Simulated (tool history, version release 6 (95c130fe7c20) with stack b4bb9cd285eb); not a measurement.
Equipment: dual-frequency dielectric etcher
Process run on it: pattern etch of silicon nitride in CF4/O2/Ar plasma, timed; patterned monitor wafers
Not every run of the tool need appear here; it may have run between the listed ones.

run	hour	source power (W)	bias power (W)	Ar flow (sccm)	CF4 flow (sccm)	etch time (s)	mean etch depth across the wafer (angstrom)
1	0.0	450	50	107	99	13.0	218.83
2	3.7	490	50	107	99	13.0	233.24
3	7.2	520	51	106	99	13.0	248.21
4	11.5	520	51	106	99	13.5	257.73
5	12.1	520	42	106	99	13.5	233.48
6	18.8	550	44	105	99	13.5	249.81
7	26.1	570	46	104	99	13.5	264.20
8	33.9	580	47	104	99	13.5	269.52
9	39.9	590	48	104	99	13.5	277.83

Run 10 has not been measured yet. What should we expect?
10	43.9	600	49	104	99	13.5	?

{"run 10": {"mean etch depth across the wafer (angstrom)": 284.11}}
